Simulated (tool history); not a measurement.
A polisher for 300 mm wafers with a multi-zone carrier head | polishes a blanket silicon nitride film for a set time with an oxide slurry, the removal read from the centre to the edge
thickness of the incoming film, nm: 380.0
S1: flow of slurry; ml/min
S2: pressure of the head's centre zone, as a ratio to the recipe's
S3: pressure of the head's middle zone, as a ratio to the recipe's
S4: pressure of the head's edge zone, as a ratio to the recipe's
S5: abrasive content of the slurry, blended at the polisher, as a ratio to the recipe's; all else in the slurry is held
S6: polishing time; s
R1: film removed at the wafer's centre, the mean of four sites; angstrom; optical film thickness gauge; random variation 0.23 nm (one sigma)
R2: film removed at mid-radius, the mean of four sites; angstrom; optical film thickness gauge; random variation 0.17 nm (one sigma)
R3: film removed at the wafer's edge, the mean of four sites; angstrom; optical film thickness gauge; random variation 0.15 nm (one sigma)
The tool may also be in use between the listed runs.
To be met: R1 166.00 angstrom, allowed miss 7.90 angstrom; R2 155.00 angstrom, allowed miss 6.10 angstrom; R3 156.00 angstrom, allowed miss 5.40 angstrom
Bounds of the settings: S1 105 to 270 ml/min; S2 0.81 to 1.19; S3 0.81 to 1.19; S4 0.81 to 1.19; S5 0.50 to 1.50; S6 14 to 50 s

run 1 hour=0.0 | S1=175 S2=1.00 S3=1.00 S4=1.00 S5=1.00 S6=32 | R1=304.13 R2=310.58 R3=299.27
run 2 hour=6.0 | S1=175 S2=0.94 S3=1.00 S4=1.00 S5=1.00 S6=32 | R1=276.82 R2=310.44 R3=298.85
run 3 hour=10.6 | S1=170 S2=0.95 S3=0.98 S4=0.98 S5=0.90 S6=30 | R1=263.57 R2=275.48 R3=266.78
run 4 hour=17.8 | S1=170 S2=0.95 S3=0.98 S4=0.90 S5=0.90 S6=30 | R1=261.23 R2=271.50 R3=256.51
run 5 hour=20.3 | S1=165 S2=0.94 S3=0.96 S4=0.89 S5=0.85 S6=28 | R1=227.52 R2=243.13 R3=230.23
run 6 hour=24.2 | S1=160 S2=0.95 S3=0.94 S4=0.88 S5=0.80 S6=27 | R1=224.74 R2=219.63 R3=210.96
run 7 hour=26.3 | S1=155 S2=0.94 S3=0.92 S4=0.87 S5=0.75 S6=27 | R1=202.79 R2=208.69 R3=206.05
run 8 hour=33.4 | S1=155 S2=0.95 S3=0.91 S4=0.86 S5=0.70 S6=26 | R1=194.90 R2=193.00 R3=191.05
run 9 hour=34.5 | S1=140 S2=0.94 S3=0.86 S4=0.81 S5=0.50 S6=24 | R1=145.79 R2=141.64 R3=140.54
run 10 hour=39.6 | S1=150 S2=0.94 S3=0.86 S4=0.82 S5=0.50 S6=24 | R1=149.09 R2=141.68 R3=145.55
run 11 hour=44.9 | S1=195 S2=0.99 S3=0.93 S4=0.83 S5=0.55 S6=24 | R1=175.77 R2=167.85 R3=160.72
run 12 hour=47.6 | S1=195 S2=0.99 S3=0.93 S4=0.83 S5=0.55 S6=24 | R1=169.23 R2=164.62 R3=162.79
run 13 hour=53.7 | S1=190 S2=0.99 S3=0.92 S4=0.83 S5=0.55 S6=24 | R1=175.46 R2=162.11 R3=159.22
run 14 hour=59.5 | S1=190 S2=0.99 S3=0.92 S4=0.83 S5=0.55 S6=24 | R1=175.51 R2=164.38 R3=159.70
run 15 hour=60.7 | S1=185 S2=0.99 S3=0.91 S4=0.83 S5=0.55 S6=24 | R1=172.06 R2=162.44 R3=156.93
run 16 hour=67.1 | S1=185 S2=0.99 S3=0.90 S4=0.83 S5=0.55 S6=24 | R1=171.11 R2=163.35 R3=157.84

4 next moves are on the table. One of them brings every result within its allowed miss. Which?
run A hour=73.5 | S1=140 S2=1.05 S3=0.96 S4=0.95 S5=0.55 S6=23 | R1=? R2=? R3=?
run B hour=73.5 | S1=165 S2=0.92 S3=0.92 S4=0.90 S5=0.55 S6=23 | R1=? R2=? R3=?
run C hour=73.5 | S1=215 S2=0.99 S3=0.94 S4=0.81 S5=0.65 S6=22 | R1=? R2=? R3=?
run D hour=73.5 | S1=115 S2=0.90 S3=0.89 S4=0.99 S5=0.50 S6=27 | R1=? R2=? R3=?

move=A R1=165.80 R2=155.29 R3=154.61
move=B R1=150.94 R2=155.30 R3=154.70
move=C R1=177.51 R2=171.71 R3=158.41
move=D R1=149.42 R2=154.82 R3=170.13
A: meets every target
B: brings the result that was furthest off to its target, and leaves another outside
C: further off than the last run
D: brings the result that was furthest off to its target, and leaves another outside
Answer: A
